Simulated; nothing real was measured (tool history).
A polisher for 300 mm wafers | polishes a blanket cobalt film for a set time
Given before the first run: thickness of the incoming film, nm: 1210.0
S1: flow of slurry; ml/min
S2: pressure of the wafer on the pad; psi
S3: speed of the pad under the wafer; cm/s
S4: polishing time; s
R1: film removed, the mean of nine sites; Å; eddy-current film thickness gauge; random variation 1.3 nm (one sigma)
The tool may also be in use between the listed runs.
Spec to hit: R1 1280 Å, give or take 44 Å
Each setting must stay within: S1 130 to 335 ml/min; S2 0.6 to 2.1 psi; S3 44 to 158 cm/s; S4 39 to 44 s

run,day,S1,S2,S3,S4,R1
1,0,215,1.3,100,44,1687.7
2,0.154,265,1.3,100,44,1685.3
3,0.429,265,1.2,100,44,1578.7
4,0.517,265,0.9,100,44,1203.5
5,0.867,265,0.7,100,44,940.2
6,0.925,265,0.6,100,44,828.53
7,1.004,270,1,102,44,1351.9
8,1.262,265,1,102,44,1327
9,1.483,250,1,102,44,1332.1

5 candidate next runs follow, results not yet known. Just one meets every target within its allowed miss. Identify it.
A,1.704,200,0.9,120,44,?
B,1.704,250,1.1,96,44,?
C,1.704,145,1.2,96,44,?
D,1.704,250,1,106,43,?
E,1.704,265,1,106,40,?

move,R1
A,1375.9
B,1382.7
C,1379.8
D,1357.1
E,1270.6
A: its largest miss is bigger than the last run's
B: its largest miss is bigger than the last run's
C: its largest miss is bigger than the last run's
D: its largest miss is bigger than the last run's
E: in spec on every target
The right move is E.
